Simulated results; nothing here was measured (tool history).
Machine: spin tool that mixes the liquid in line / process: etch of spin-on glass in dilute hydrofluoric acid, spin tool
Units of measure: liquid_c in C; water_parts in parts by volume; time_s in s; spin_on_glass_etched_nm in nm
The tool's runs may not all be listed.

run	hour	liquid_c	water_parts	time_s	spin_on_glass_etched_nm
1	0	21	160	185	47.288
2	1.5	23	160	185	51.099
3	6	23	160	200	55.153
4	9.7	20	160	200	49.156
5	15.4	21.5	160	200	51.798
6	20.5	20	160	200	48.555

Estimate the outcome of run 7 from the log above:
7	28.5	24	160	200	?

Run 7 gave spin_on_glass_etched_nm 56.967 nm.
